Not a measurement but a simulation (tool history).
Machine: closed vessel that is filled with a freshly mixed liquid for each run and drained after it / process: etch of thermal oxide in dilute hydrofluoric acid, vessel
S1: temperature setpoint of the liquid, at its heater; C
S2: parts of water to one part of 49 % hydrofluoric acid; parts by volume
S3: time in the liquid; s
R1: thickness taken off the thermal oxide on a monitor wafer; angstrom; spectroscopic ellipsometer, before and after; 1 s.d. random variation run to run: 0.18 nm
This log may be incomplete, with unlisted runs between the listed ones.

{"run": 1, "hour": 0.0, "S1": 24, "S2": 140, "S3": 435, "R1": 130.85}
{"run": 2, "hour": 7.7, "S1": 24, "S2": 100, "S3": 435, "R1": 194.03}
{"run": 3, "hour": 12.9, "S1": 26, "S2": 100, "S3": 435, "R1": 206.86}
{"run": 4, "hour": 20.2, "S1": 26, "S2": 100, "S3": 435, "R1": 205.52}
{"run": 5, "hour": 22.9, "S1": 26, "S2": 100, "S3": 465, "R1": 220.32}
{"run": 6, "hour": 24.7, "S1": 26, "S2": 100, "S3": 465, "R1": 220.74}
{"run": 7, "hour": 31.3, "S1": 27, "S2": 95, "S3": 465, "R1": 243.12}
{"run": 8, "hour": 40.3, "S1": 28, "S2": 95, "S3": 465, "R1": 254.23}
{"run": 9, "hour": 46.3, "S1": 29, "S2": 95, "S3": 465, "R1": 262.13}
{"run": 10, "hour": 47.3, "S1": 29.5, "S2": 95, "S3": 465, "R1": 266.51}
{"run": 11, "hour": 48.9, "S1": 29.5, "S2": 95, "S3": 465, "R1": 269.71}

The next listed run, before its measurement:
{"run": 12, "hour": 54.5, "S1": 30, "S2": 95, "S3": 465, "R1": "?"}

R1: 273.52 angstrom
